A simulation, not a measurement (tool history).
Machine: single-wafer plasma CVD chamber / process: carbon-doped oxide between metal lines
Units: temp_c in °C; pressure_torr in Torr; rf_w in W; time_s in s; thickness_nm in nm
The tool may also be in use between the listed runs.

| run | hour | temp_c | pressure_torr | rf_w | time_s | thickness_nm |
|---|---|---|---|---|---|---|
| 1 | 0 | 345 | 3.66 | 495 | 32.6 | 153.49 |
| 2 | 8.7 | 345 | 3.66 | 495 | 33.6 | 158.19 |
| 3 | 10 | 347 | 3.55 | 495 | 33.6 | 157.72 |
| 4 | 12 | 347 | 3.55 | 435 | 33.6 | 136.34 |
| 5 | 16.3 | 347 | 3.55 | 500 | 33.6 | 158.45 |
| 6 | 21.9 | 341 | 3.55 | 500 | 33.6 | 160.8 |
| 7 | 30 | 343 | 3.4 | 500 | 33.6 | 159.64 |
| 8 | 34 | 345 | 3.28 | 500 | 33.6 | 158.93 |
| 9 | 35.6 | 347 | 3.22 | 495 | 33.6 | 156.09 |
| 10 | 42.4 | 349 | 3.15 | 495 | 33.6 | 155.8 |
| 11 | 45.3 | 350 | 3.12 | 490 | 33.6 | 153.72 |

For run 12, what comes out?
| 12 | 53.2 | 351 | 3.09 | 485 | 33.6 | ? |

thickness_nm: 151.19 nm
